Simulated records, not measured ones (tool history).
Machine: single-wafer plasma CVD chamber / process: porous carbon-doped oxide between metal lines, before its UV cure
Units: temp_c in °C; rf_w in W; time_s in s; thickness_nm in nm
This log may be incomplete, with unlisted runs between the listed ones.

| run | hour | temp_c | rf_w | time_s | thickness_nm |
|---|---|---|---|---|---|
| 1 | 0.0 | 310 | 585 | 42.4 | 235.27 |
| 2 | 1.4 | 319 | 585 | 42.4 | 227.23 |
| 3 | 8.0 | 322 | 570 | 42.4 | 219.69 |
| 4 | 9.8 | 322 | 570 | 43.8 | 224.73 |
| 5 | 14.1 | 322 | 505 | 43.8 | 205.88 |
| 6 | 22.1 | 322 | 505 | 43.8 | 206.90 |
| 7 | 25.6 | 324 | 505 | 43.8 | 205.43 |
| 8 | 33.1 | 325 | 505 | 43.8 | 203.83 |

Estimate the outcome of run 9 from the log above:
| 9 | 40.9 | 326 | 505 | 43.8 | ? |

Run 9 gave thickness_nm 202.84 nm.
